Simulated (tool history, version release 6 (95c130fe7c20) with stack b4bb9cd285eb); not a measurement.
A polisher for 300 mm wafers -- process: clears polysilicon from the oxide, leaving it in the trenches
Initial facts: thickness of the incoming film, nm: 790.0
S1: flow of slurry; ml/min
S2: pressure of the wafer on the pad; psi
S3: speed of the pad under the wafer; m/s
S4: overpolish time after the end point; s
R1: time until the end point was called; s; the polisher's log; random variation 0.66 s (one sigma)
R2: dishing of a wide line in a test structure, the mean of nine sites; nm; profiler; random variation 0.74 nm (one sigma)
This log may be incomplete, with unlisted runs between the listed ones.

run	hour	S1	S2	S3	S4	R1	R2
1	0	280	2.5	1.24	19	56.26	41.307
2	1.8	340	2.5	1.24	19	54.388	41.83
3	8.7	340	2.2	1.24	19	61.984	40.306
4	11.2	340	2.2	1.24	14	60.204	41.493
5	16.8	340	2.2	1.24	8	61.294	36.991
6	22.1	320	2.2	1.24	8	61.795	38.297

Estimate the outcome of run 7 from the log above:
7	26.2	400	1.7	1.24	6	?	?

R1: 76.836 s
R2: 32.032 nm
